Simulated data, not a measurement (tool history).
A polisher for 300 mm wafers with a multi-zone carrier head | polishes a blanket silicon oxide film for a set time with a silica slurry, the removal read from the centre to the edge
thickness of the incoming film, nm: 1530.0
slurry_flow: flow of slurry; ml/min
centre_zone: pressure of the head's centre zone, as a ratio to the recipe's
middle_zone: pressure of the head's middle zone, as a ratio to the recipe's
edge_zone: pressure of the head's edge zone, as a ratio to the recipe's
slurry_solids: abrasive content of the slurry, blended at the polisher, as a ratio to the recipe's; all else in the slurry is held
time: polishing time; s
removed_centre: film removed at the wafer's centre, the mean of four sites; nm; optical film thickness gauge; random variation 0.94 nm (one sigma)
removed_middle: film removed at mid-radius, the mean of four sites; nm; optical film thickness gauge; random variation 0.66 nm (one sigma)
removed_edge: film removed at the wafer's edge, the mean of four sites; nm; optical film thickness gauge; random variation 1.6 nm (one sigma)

run  hour  slurry_flow  centre_zone  middle_zone  edge_zone  slurry_solids  time  removed_centre  removed_middle  removed_edge
  1     0          180            1            1          1              1    45          153.05          158.19        150.91
  2   1.5          180            1         1.04          1              1    45           153.6          161.37         154.3
  3   3.9          180            1         1.04          1              1    37          125.27          132.58        125.78
  4   4.4          180            1         1.11          1              1    37          126.13          138.21         127.3
  5   5.6          160            1         1.11          1              1    37          123.13          135.94        123.74
  6  12.2          160            1         1.11          1            1.2    37           132.7          149.84        136.07
  7  20.2          125          0.9         1.01       0.94           0.95    37          101.91          115.77        115.81
  8  25.8          120         0.91         0.97       0.94           0.95    37          101.21          111.84        110.16
  9  27.7          120         0.92         0.93          1           0.95    37           101.3          108.89        117.13
 10  36.6          120         0.93          0.9          1           0.95    37          104.11          107.36        117.49
 11  37.9          120         0.93         0.88       0.99           0.95    37          104.38          104.78        116.58

Run 12 comes next. What will it give?
 12    44          120         0.93         0.87       0.98           0.95    37               ?               ?             ?

{"run 12": {"removed_centre": 103.77, "removed_middle": 103.15, "removed_edge": 117.52}}
